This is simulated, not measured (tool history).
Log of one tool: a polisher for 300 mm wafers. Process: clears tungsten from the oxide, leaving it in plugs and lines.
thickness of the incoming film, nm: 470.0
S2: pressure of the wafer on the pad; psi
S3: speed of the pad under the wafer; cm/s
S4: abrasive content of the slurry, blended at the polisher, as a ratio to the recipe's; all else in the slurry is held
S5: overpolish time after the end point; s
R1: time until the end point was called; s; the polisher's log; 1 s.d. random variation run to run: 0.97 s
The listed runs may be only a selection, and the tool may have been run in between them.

Run 1, day 0.000: flow of slurry (ml/min) 300, S2 3.5 psi, S3 84 cm/s, S4 1.0, S5 7 s. Result: R1 137.49 s.
Run 2, day 0.346: flow of slurry (ml/min) 300, S2 3.5 psi, S3 84 cm/s, S4 1.0, S5 7 s. Result: R1 134.10 s.
Run 3, day 0.379: flow of slurry (ml/min) 300, S2 3.8 psi, S3 84 cm/s, S4 1.0, S5 7 s. Result: R1 123.79 s.
Run 4, day 0.646: flow of slurry (ml/min) 300, S2 3.8 psi, S3 66 cm/s, S4 1.0, S5 7 s. Result: R1 160.36 s.
Run 5, day 0.762: flow of slurry (ml/min) 300, S2 3.8 psi, S3 66 cm/s, S4 0.9, S5 7 s. Result: R1 165.85 s.
Run 6, day 1.083: flow of slurry (ml/min) 300, S2 4.2 psi, S3 68 cm/s, S4 0.9, S5 7 s. Result: R1 144.69 s.
Run 7, day 1.442: flow of slurry (ml/min) 300, S2 4.2 psi, S3 68 cm/s, S4 0.9, S5 7 s. Result: R1 143.86 s.

Run 8 comes next. What will it give?
Run 8, day 1.525: flow of slurry (ml/min) 300, S2 4.5 psi, S3 70 cm/s, S4 0.9, S5 7 s. Result: R1 ?.

Run 8 yielded R1 131.41 s.

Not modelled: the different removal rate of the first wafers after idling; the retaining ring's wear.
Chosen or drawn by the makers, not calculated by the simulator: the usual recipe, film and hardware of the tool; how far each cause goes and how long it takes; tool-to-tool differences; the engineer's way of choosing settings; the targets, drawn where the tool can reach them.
